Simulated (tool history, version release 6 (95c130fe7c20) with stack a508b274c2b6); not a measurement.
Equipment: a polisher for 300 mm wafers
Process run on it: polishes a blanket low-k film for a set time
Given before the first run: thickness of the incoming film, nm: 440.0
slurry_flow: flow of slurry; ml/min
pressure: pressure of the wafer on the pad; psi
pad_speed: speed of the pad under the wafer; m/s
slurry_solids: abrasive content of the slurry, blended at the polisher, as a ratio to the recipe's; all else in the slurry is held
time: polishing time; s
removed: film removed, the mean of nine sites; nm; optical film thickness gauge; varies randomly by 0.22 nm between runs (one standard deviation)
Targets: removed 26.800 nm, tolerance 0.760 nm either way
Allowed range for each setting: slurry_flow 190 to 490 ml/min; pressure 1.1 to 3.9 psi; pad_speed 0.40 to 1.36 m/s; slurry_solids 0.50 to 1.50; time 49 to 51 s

{"run": 1, "hour": 0.0, "slurry_flow": 315, "pressure": 2.5, "pad_speed": 0.88, "slurry_solids": 1.0, "time": 49, "removed": 20.701}
{"run": 2, "hour": 2.1, "slurry_flow": 315, "pressure": 2.6, "pad_speed": 0.88, "slurry_solids": 1.0, "time": 49, "removed": 21.304}
{"run": 3, "hour": 2.8, "slurry_flow": 315, "pressure": 2.0, "pad_speed": 0.88, "slurry_solids": 1.0, "time": 49, "removed": 16.693}
{"run": 4, "hour": 8.5, "slurry_flow": 315, "pressure": 2.2, "pad_speed": 0.88, "slurry_solids": 1.0, "time": 49, "removed": 18.389}
{"run": 5, "hour": 13.1, "slurry_flow": 280, "pressure": 2.2, "pad_speed": 0.88, "slurry_solids": 1.0, "time": 49, "removed": 18.251}
{"run": 6, "hour": 18.7, "slurry_flow": 280, "pressure": 2.2, "pad_speed": 0.88, "slurry_solids": 1.0, "time": 51, "removed": 19.058}
{"run": 7, "hour": 26.5, "slurry_flow": 285, "pressure": 2.9, "pad_speed": 0.9, "slurry_solids": 1.0, "time": 51, "removed": 24.662}
{"run": 8, "hour": 28.9, "slurry_flow": 285, "pressure": 2.9, "pad_speed": 0.9, "slurry_solids": 1.0, "time": 51, "removed": 25.305}
{"run": 9, "hour": 35.9, "slurry_flow": 285, "pressure": 2.9, "pad_speed": 0.9, "slurry_solids": 1.0, "time": 51, "removed": 24.92}
{"run": 10, "hour": 43.2, "slurry_flow": 290, "pressure": 2.9, "pad_speed": 0.9, "slurry_solids": 1.0, "time": 51, "removed": 25.217}
{"run": 11, "hour": 51.1, "slurry_flow": 295, "pressure": 2.9, "pad_speed": 0.9, "slurry_solids": 1.0, "time": 51, "removed": 25.162}
{"run": 12, "hour": 52.8, "slurry_flow": 300, "pressure": 2.9, "pad_speed": 0.9, "slurry_solids": 1.0, "time": 51, "removed": 25.411}

Next run, 5 choices. One meets every target within its allowed miss, the rest don't. Which?
{"run": "A", "hour": 54.5, "slurry_flow": 370, "pressure": 2.9, "pad_speed": 0.74, "slurry_solids": 1.05, "time": 51, "removed": "?"}
{"run": "B", "hour": 54.5, "slurry_flow": 245, "pressure": 2.8, "pad_speed": 0.94, "slurry_solids": 1.05, "time": 49, "removed": "?"}
{"run": "C", "hour": 54.5, "slurry_flow": 295, "pressure": 2.9, "pad_speed": 1.04, "slurry_solids": 0.9, "time": 49, "removed": "?"}
{"run": "D", "hour": 54.5, "slurry_flow": 355, "pressure": 3.3, "pad_speed": 1.0, "slurry_solids": 0.85, "time": 49, "removed": "?"}
{"run": "E", "hour": 54.5, "slurry_flow": 250, "pressure": 2.6, "pad_speed": 1.04, "slurry_solids": 1.05, "time": 51, "removed": "?"}

move=A removed=23.179
move=B removed=24.160
move=C removed=24.754
move=D removed=26.734
move=E removed=25.031
A: misses by more than the last run did
B: misses by more than the last run did
C: misses by more than the last run did
D: hits every target within its allowed miss
E: misses by more than the last run did
So the answer is move D, the one that meets all the targets.

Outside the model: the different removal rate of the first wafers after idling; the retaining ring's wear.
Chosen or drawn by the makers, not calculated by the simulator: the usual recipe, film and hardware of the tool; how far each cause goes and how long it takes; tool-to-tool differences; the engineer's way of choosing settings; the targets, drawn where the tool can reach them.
